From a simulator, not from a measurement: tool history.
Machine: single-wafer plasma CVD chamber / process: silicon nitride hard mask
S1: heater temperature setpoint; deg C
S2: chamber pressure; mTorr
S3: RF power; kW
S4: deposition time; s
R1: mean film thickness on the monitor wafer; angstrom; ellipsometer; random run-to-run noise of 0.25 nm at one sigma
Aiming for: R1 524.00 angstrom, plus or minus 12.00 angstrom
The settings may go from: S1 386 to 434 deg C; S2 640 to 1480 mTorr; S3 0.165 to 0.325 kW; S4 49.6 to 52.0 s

run,hour,S1,S2,S3,S4,R1
1,0.0,410,1060,0.245,52.0,423.02
2,5.7,410,1060,0.275,52.0,453.41
3,14.1,410,1060,0.275,52.0,453.35
4,22.7,410,1150,0.280,52.0,473.68
5,31.1,410,1150,0.260,52.0,450.72
6,37.8,410,1150,0.260,49.6,430.04
7,42.0,410,1220,0.275,49.9,461.80
8,43.1,410,1280,0.280,50.0,475.09
9,47.3,410,1320,0.285,50.1,484.72

Which of these 5 next moves meets every target?
A,51.5,416,1450,0.270,49.6,?
B,51.5,418,1340,0.270,50.0,?
C,51.5,412,1180,0.275,50.6,?
D,51.5,409,1400,0.275,52.0,?
E,51.5,409,1460,0.290,51.7,?

move,R1
A,474.86
B,465.66
C,456.92
D,499.44
E,520.80
A: misses by more than the last run did
B: misses by more than the last run did
C: misses by more than the last run did
D: nearer the targets than the last run, but a result is still out of spec
E: each result inside its tolerance
Answer: E
